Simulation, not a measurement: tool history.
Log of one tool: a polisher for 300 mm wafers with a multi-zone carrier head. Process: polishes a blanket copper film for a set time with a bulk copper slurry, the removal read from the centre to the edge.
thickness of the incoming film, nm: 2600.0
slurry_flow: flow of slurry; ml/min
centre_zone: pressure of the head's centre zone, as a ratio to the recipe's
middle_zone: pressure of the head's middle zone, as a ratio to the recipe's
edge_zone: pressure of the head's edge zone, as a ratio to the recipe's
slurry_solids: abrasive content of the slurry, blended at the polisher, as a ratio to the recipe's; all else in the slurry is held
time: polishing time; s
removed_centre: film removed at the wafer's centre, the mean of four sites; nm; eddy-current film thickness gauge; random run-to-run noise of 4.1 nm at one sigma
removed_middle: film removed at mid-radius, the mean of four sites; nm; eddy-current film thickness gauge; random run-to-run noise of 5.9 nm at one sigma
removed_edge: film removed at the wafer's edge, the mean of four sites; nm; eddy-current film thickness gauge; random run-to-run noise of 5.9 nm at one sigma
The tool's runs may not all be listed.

run  hour  slurry_flow  centre_zone  middle_zone  edge_zone  slurry_solids  time  removed_centre  removed_middle  removed_edge
  1   0.0          285         1.00         1.00       1.00           1.00    57          336.17          336.36        336.79
  2   3.9          290         1.04         1.03       1.02           1.10    58          357.53          345.13        355.90
  3  12.7          300         1.06         1.06       0.99           1.15    60          385.42          369.34        356.24
  4  14.3          300         1.06         1.15       0.99           1.15    60          380.73          389.51        363.27
  5  21.2          300         1.06         1.15       1.05           1.15    60          383.15          390.89        369.80
  6  27.8          300         1.06         1.15       1.05           0.95    60          372.43          379.51        351.38
  7  30.8          310         1.08         1.16       1.04           1.05    62          394.29          394.67        376.77
  8  35.1          300         1.10         1.17       1.01           1.10    64          424.88          423.89        388.03
  9  38.3          300         1.11         1.17       1.01           1.15    64          418.50          411.68        397.19

Run 10 has not been measured yet. What should we expect?
 10  39.1          320         1.12         1.17       0.98           1.15    65               ?               ?             ?

For run 10 the tool returned removed_centre 444.67 nm, removed_middle 439.76 nm, removed_edge 394.44 nm.
